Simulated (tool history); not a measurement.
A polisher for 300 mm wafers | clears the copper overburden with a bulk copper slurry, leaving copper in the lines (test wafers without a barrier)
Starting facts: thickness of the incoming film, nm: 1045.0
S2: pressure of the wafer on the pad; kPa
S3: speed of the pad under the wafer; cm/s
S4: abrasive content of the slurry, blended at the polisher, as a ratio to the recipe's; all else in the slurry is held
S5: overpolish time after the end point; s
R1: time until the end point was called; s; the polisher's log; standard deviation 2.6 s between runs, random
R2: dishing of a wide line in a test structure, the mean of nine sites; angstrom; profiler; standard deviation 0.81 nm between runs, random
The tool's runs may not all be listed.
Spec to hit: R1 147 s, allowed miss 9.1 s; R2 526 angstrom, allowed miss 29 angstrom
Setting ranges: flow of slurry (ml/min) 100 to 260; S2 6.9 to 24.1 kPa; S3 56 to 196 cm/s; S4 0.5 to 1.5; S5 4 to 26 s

{"run": 1, "hour": 0.0, "flow of slurry (ml/min)": 165, "S2": 15.2, "S3": 126, "S4": 1, "S5": 13, "R1": 110.81, "R2": 638.34}
{"run": 2, "hour": 7.2, "flow of slurry (ml/min)": 165, "S2": 15.2, "S3": 126, "S4": 1, "S5": 10, "R1": 108.53, "R2": 543.15}
{"run": 3, "hour": 15.1, "flow of slurry (ml/min)": 165, "S2": 11.7, "S3": 126, "S4": 1, "S5": 10, "R1": 141.15, "R2": 436.07}
{"run": 4, "hour": 21.2, "flow of slurry (ml/min)": 190, "S2": 11.7, "S3": 126, "S4": 1, "S5": 10, "R1": 132.67, "R2": 456.8}
{"run": 5, "hour": 25.4, "flow of slurry (ml/min)": 210, "S2": 11.7, "S3": 126, "S4": 1, "S5": 10, "R1": 133.06, "R2": 448.87}
{"run": 6, "hour": 29.4, "flow of slurry (ml/min)": 210, "S2": 11.7, "S3": 126, "S4": 1, "S5": 6, "R1": 137.66, "R2": 291.92}
{"run": 7, "hour": 35.3, "flow of slurry (ml/min)": 205, "S2": 11.7, "S3": 124, "S4": 1, "S5": 8, "R1": 142.21, "R2": 371.79}
{"run": 8, "hour": 40.7, "flow of slurry (ml/min)": 165, "S2": 13.1, "S3": 116, "S4": 1.05, "S5": 12, "R1": 137.58, "R2": 514.21}

Consider the 4 candidate settings below. Which is the only one whose results all fall within their allowed miss of target?
{"run": "A", "hour": 46.1, "flow of slurry (ml/min)": 200, "S2": 11, "S3": 120, "S4": 1.2, "S5": 13, "R1": "?", "R2": "?"}
{"run": "B", "hour": 46.1, "flow of slurry (ml/min)": 155, "S2": 12.4, "S3": 132, "S4": 1, "S5": 12, "R1": "?", "R2": "?"}
{"run": "C", "hour": 46.1, "flow of slurry (ml/min)": 175, "S2": 12.4, "S3": 142, "S4": 0.85, "S5": 11, "R1": "?", "R2": "?"}
{"run": "D", "hour": 46.1, "flow of slurry (ml/min)": 145, "S2": 13.1, "S3": 134, "S4": 1.15, "S5": 11, "R1": "?", "R2": "?"}

move=A R1=143.9 R2=511.58
move=B R1=128.52 R2=529.94
move=C R1=122.83 R2=515.29
move=D R1=117.09 R2=535.26
A: all results land within tolerance of their targets
B: the biggest miss grows against the last run
C: the biggest miss grows against the last run
D: the biggest miss grows against the last run
Answer: A

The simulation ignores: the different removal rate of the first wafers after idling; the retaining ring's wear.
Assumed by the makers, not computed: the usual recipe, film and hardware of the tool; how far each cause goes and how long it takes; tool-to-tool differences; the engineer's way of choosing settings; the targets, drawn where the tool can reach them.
